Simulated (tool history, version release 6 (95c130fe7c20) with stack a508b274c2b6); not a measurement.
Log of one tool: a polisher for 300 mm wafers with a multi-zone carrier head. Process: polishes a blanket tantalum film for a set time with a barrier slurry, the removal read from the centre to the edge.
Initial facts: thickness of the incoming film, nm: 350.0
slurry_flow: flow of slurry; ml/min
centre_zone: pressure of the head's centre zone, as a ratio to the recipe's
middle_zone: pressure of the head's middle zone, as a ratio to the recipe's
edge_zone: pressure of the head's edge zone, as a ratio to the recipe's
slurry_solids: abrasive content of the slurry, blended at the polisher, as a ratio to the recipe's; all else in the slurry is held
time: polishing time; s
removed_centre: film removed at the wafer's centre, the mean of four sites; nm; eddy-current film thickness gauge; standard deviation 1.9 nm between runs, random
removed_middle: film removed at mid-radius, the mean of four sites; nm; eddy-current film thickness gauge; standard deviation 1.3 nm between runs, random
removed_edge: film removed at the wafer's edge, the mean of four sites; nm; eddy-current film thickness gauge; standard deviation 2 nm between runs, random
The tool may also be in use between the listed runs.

| run | day | slurry_flow | centre_zone | middle_zone | edge_zone | slurry_solids | time | removed_centre | removed_middle | removed_edge |
|---|---|---|---|---|---|---|---|---|---|---|
| 1 | 0.000 | 175 | 1.00 | 1.00 | 1.00 | 1.00 | 54 | 105.110 | 108.710 | 104.790 |
| 2 | 0.354 | 175 | 0.92 | 1.00 | 1.00 | 1.00 | 54 | 96.739 | 107.690 | 105.960 |
| 3 | 0.450 | 180 | 0.94 | 0.99 | 1.03 | 1.10 | 56 | 106.210 | 114.710 | 110.890 |
| 4 | 0.779 | 180 | 0.94 | 0.99 | 1.03 | 1.10 | 42 | 80.824 | 85.334 | 84.727 |
| 5 | 1.129 | 180 | 0.94 | 0.99 | 1.09 | 1.10 | 42 | 79.292 | 85.417 | 87.407 |
| 6 | 1.379 | 175 | 0.95 | 0.97 | 1.10 | 1.15 | 47 | 91.651 | 93.924 | 101.070 |
| 7 | 1.467 | 170 | 0.96 | 0.98 | 1.11 | 1.20 | 50 | 96.191 | 102.150 | 107.860 |

Estimate the outcome of run 8 from the log above:
| 8 | 1.508 | 165 | 0.99 | 0.98 | 1.12 | 1.25 | 52 | ? | ? | ? |

Run 8 yielded removed_centre 105.030 nm, removed_middle 106.860 nm, removed_edge 114.900 nm.
